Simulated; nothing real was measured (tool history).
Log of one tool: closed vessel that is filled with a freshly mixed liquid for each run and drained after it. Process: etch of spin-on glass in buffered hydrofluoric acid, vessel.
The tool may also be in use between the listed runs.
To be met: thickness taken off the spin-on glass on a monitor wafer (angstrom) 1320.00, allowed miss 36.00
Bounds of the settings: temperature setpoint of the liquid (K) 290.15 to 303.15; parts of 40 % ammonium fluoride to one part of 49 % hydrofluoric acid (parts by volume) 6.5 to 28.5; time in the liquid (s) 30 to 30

| run | hour | temperature setpoint of the liquid (K) | parts of 40 % ammonium fluoride to one part of 49 % hydrofluoric acid (parts by volume) | time in the liquid (s) | thickness taken off the spin-on glass on a monitor wafer (angstrom) |
|---|---|---|---|---|---|
| 1 | 0.0 | 295.15 | 17.5 | 30 | 569.68 |
| 2 | 0.5 | 295.15 | 21.0 | 30 | 483.46 |
| 3 | 2.7 | 297.65 | 17.5 | 30 | 657.69 |
| 4 | 8.8 | 299.15 | 15.0 | 30 | 827.34 |
| 5 | 10.4 | 301.65 | 15.0 | 30 | 949.20 |
| 6 | 13.4 | 302.15 | 13.5 | 30 | 1068.80 |
| 7 | 21.4 | 302.65 | 12.5 | 30 | 1185.90 |
| 8 | 27.6 | 302.65 | 12.0 | 30 | 1226.10 |

4 next moves are on the table. One of them brings every result within its allowed miss. Which?
| A | 33.8 | 301.65 | 10.5 | 30 | ? |
| B | 33.8 | 301.65 | 11.5 | 30 | ? |
| C | 33.8 | 303.15 | 11.0 | 30 | ? |
| D | 33.8 | 300.15 | 11.0 | 30 | ? |

| move | thickness taken off the spin-on glass on a monitor wafer (angstrom) |
|---|---|
| A | 1326.20 |
| B | 1213.80 |
| C | 1371.80 |
| D | 1170.30 |
A: meets every target
B: further off than the last run
C: takes the result that was furthest off past its target
D: further off than the last run
Move A is the one to make.

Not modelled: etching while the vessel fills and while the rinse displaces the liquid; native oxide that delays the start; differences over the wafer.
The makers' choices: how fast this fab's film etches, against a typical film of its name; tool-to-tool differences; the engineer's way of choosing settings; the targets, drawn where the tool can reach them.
